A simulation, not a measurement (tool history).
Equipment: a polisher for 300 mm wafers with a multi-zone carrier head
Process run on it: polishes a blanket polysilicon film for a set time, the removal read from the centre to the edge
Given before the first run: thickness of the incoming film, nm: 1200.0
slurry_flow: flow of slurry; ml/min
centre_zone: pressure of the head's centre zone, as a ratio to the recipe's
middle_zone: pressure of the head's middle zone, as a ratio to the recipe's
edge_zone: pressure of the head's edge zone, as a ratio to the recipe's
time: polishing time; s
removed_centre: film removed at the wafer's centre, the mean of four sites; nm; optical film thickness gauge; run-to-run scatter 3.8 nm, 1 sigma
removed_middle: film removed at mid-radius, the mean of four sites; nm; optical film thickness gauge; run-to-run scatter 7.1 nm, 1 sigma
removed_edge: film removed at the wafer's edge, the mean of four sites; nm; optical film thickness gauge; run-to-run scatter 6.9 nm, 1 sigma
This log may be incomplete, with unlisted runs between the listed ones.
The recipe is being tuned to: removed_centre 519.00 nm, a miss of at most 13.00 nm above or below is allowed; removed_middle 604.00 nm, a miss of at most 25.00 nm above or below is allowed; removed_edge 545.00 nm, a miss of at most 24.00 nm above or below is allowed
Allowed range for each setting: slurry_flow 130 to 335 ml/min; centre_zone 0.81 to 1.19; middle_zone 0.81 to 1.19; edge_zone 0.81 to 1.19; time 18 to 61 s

{"run": 1, "hour": 0.0, "slurry_flow": 215, "centre_zone": 1.0, "middle_zone": 1.0, "edge_zone": 1.0, "time": 39, "removed_centre": 352.95, "removed_middle": 346.57, "removed_edge": 341.97}
{"run": 2, "hour": 5.6, "slurry_flow": 215, "centre_zone": 1.0, "middle_zone": 1.0, "edge_zone": 1.07, "time": 39, "removed_centre": 356.45, "removed_middle": 351.47, "removed_edge": 351.35}
{"run": 3, "hour": 7.1, "slurry_flow": 220, "centre_zone": 0.99, "middle_zone": 1.04, "edge_zone": 1.1, "time": 44, "removed_centre": 401.66, "removed_middle": 408.94, "removed_edge": 405.64}
{"run": 4, "hour": 8.4, "slurry_flow": 175, "centre_zone": 0.99, "middle_zone": 1.04, "edge_zone": 1.1, "time": 44, "removed_centre": 379.05, "removed_middle": 391.23, "removed_edge": 400.83}
{"run": 5, "hour": 12.3, "slurry_flow": 190, "centre_zone": 0.99, "middle_zone": 1.08, "edge_zone": 1.11, "time": 47, "removed_centre": 415.43, "removed_middle": 442.73, "removed_edge": 425.0}
{"run": 6, "hour": 16.2, "slurry_flow": 200, "centre_zone": 0.98, "middle_zone": 1.1, "edge_zone": 1.13, "time": 50, "removed_centre": 439.07, "removed_middle": 478.09, "removed_edge": 451.96}
{"run": 7, "hour": 17.1, "slurry_flow": 200, "centre_zone": 0.97, "middle_zone": 1.12, "edge_zone": 1.14, "time": 53, "removed_centre": 458.35, "removed_middle": 517.54, "removed_edge": 495.48}
{"run": 8, "hour": 19.6, "slurry_flow": 220, "centre_zone": 0.97, "middle_zone": 1.14, "edge_zone": 1.15, "time": 54, "removed_centre": 485.77, "removed_middle": 530.51, "removed_edge": 510.67}
{"run": 9, "hour": 21.4, "slurry_flow": 215, "centre_zone": 0.97, "middle_zone": 1.15, "edge_zone": 1.14, "time": 55, "removed_centre": 485.34, "removed_middle": 546.5, "removed_edge": 515.2}

Which one of the following 5 next-run settings gets every result inside its allowed miss? There is exactly one.
{"run": "A", "hour": 23.2, "slurry_flow": 200, "centre_zone": 0.94, "middle_zone": 1.1, "edge_zone": 1.19, "time": 56, "removed_centre": "?", "removed_middle": "?", "removed_edge": "?"}
{"run": "B", "hour": 23.2, "slurry_flow": 200, "centre_zone": 0.88, "middle_zone": 0.96, "edge_zone": 1.19, "time": 60, "removed_centre": "?", "removed_middle": "?", "removed_edge": "?"}
{"run": "C", "hour": 23.2, "slurry_flow": 265, "centre_zone": 0.94, "middle_zone": 1.14, "edge_zone": 1.08, "time": 59, "removed_centre": "?", "removed_middle": "?", "removed_edge": "?"}
{"run": "D", "hour": 23.2, "slurry_flow": 235, "centre_zone": 0.9, "middle_zone": 1.19, "edge_zone": 1.19, "time": 55, "removed_centre": "?", "removed_middle": "?", "removed_edge": "?"}
{"run": "E", "hour": 23.2, "slurry_flow": 245, "centre_zone": 1.01, "middle_zone": 1.08, "edge_zone": 1.16, "time": 53, "removed_centre": "?", "removed_middle": "?", "removed_edge": "?"}

move=A removed_centre=475.74 removed_middle=539.52 removed_edge=538.80
move=B removed_centre=476.45 removed_middle=515.22 removed_edge=578.36
move=C removed_centre=523.53 removed_middle=609.54 removed_edge=563.31
move=D removed_centre=459.52 removed_middle=580.87 removed_edge=538.10
move=E removed_centre=500.03 removed_middle=517.49 removed_edge=516.35
A: moves away from the targets compared with the last run
B: moves away from the targets compared with the last run
C: all results in spec
D: moves away from the targets compared with the last run
E: moves away from the targets compared with the last run
So the answer is move C, the one that meets all the targets.
